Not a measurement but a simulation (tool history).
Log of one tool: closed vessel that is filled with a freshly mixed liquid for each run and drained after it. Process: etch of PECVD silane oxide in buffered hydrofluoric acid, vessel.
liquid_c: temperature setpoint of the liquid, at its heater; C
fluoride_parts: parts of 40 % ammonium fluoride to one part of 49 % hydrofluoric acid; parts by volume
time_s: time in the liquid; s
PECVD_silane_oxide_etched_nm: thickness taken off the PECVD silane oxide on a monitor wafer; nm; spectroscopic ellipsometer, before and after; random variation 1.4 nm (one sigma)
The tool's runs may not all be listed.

Run 1, day 0.000: liquid_c 21.0 C, fluoride_parts 13.5 parts by volume, time_s 105 s. Result: PECVD_silane_oxide_etched_nm 227.03 nm.
Run 2, day 0.279: liquid_c 21.5 C, fluoride_parts 13.5 parts by volume, time_s 105 s. Result: PECVD_silane_oxide_etched_nm 230.48 nm.
Run 3, day 0.546: liquid_c 21.5 C, fluoride_parts 13.5 parts by volume, time_s 105 s. Result: PECVD_silane_oxide_etched_nm 233.34 nm.
Run 4, day 0.592: liquid_c 19.5 C, fluoride_parts 13.5 parts by volume, time_s 105 s. Result: PECVD_silane_oxide_etched_nm 210.15 nm.
At day 0.846: thermometer replaced.
Run 5, day 0.846: liquid_c 19.5 C, fluoride_parts 13.5 parts by volume, time_s 110 s. Result: PECVD_silane_oxide_etched_nm 201.04 nm.
Run 6, day 0.938: liquid_c 17.0 C, fluoride_parts 13.5 parts by volume, time_s 110 s. Result: PECVD_silane_oxide_etched_nm 173.77 nm.

Forecast run 7:
Run 7, day 1.179: liquid_c 21.0 C, fluoride_parts 13.5 parts by volume, time_s 110 s. Result: PECVD_silane_oxide_etched_nm ?.

PECVD_silane_oxide_etched_nm: 217.52 nm
